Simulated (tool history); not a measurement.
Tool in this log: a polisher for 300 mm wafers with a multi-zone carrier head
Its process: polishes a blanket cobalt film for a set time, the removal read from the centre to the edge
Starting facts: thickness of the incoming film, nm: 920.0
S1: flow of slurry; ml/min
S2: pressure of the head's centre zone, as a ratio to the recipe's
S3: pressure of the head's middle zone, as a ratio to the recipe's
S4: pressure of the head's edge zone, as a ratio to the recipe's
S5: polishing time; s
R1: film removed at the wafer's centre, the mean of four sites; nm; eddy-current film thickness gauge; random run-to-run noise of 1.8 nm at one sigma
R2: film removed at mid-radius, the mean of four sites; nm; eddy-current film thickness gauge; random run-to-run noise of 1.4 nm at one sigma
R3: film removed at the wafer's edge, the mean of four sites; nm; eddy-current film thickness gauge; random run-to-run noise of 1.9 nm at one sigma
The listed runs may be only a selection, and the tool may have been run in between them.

run	hour	S1	S2	S3	S4	S5	R1	R2	R3
1	0.0	220	1.00	1.00	1.00	53	256.49	263.75	262.91
2	1.7	210	1.00	1.00	0.98	49	238.21	237.09	240.76
3	3.1	200	0.99	1.02	0.96	46	218.88	225.40	227.55
4	11.8	190	0.99	1.04	0.94	43	205.80	215.16	202.43
5	20.5	190	0.99	1.08	0.94	43	209.20	222.44	204.86
6	21.2	185	0.99	1.08	0.93	41	194.21	213.75	197.70
7	24.1	185	0.99	1.08	0.93	41	196.72	211.06	197.50

Run 8 comes next. What will it give?
8	29.5	185	0.99	1.08	0.93	41	?	?	?

{"run 8": {"R1": 197.12, "R2": 211.78, "R3": 198.46}}
